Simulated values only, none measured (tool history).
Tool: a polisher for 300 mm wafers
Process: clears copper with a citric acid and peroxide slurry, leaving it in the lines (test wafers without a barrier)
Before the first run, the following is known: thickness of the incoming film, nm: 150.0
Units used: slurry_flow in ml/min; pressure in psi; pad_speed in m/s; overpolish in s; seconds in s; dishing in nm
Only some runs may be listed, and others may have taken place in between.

| run | hour | slurry_flow | pressure | pad_speed | slurry_solids | overpolish | seconds | dishing |
|---|---|---|---|---|---|---|---|---|
| 1 | 0 | 175 | 2.4 | 1.02 | 1 | 29 | 87.377 | 21.76 |
| 2 | 2.6 | 175 | 2.2 | 1.06 | 1 | 26 | 95.425 | 19.999 |
| 3 | 4.6 | 165 | 2.4 | 0.98 | 0.95 | 24 | 91.614 | 18.696 |
| 4 | 10.7 | 165 | 2.4 | 0.98 | 0.95 | 16 | 93.025 | 13.632 |
| 5 | 11.3 | 165 | 2.4 | 0.96 | 0.95 | 15 | 93.683 | 12.814 |
| 6 | 12.7 | 165 | 2.4 | 0.96 | 1.15 | 15 | 91.906 | 13.401 |
| 7 | 16.1 | 165 | 2.5 | 0.94 | 1.15 | 14 | 87.716 | 13.156 |
| 8 | 23.3 | 165 | 2.5 | 0.92 | 1.15 | 13 | 89.141 | 12.202 |
| 9 | 29.3 | 165 | 2.5 | 0.9 | 1.15 | 12 | 90.296 | 11.476 |
|  | 34.2 | slurry blender recalibrated |
| 10 | 34.2 | 165 | 2.5 | 0.86 | 1.15 | 11 | 85.65 | 11.118 |

What will run 11 give?
| 11 | 38.1 | 165 | 2.3 | 0.84 | 1.15 | 9 | ? | ? |

{"run 11": {"seconds": 96.964, "dishing": 8.4405}}
